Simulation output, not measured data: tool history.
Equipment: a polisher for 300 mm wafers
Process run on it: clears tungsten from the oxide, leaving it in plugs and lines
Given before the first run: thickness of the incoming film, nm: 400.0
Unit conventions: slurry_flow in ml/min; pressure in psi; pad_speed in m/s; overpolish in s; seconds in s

| run | hour | slurry_flow | pressure | pad_speed | slurry_solids | overpolish | seconds |
|---|---|---|---|---|---|---|---|
| 1 | 0.0 | 170 | 4.5 | 1.02 | 1.0 | 5 | 61.428 |
| 2 | 3.2 | 170 | 4.5 | 1.02 | 0.8 | 5 | 65.984 |
| 3 | 4.7 | 175 | 4.9 | 1.02 | 0.8 | 5 | 60.920 |
| 4 | 7.2 | 180 | 5.2 | 1.02 | 0.8 | 5 | 56.034 |
| 5 | 9.2 | 190 | 5.4 | 1.02 | 0.8 | 5 | 53.666 |
| 6 | 17.3 | 190 | 6.4 | 1.02 | 0.8 | 5 | 46.090 |
| 7 | 19.1 | 185 | 6.3 | 1.02 | 0.8 | 5 | 46.791 |

Forecast run 8:
| 8 | 27.2 | 180 | 6.3 | 1.02 | 0.8 | 5 | ? |

{"run 8": {"seconds": 46.406}}
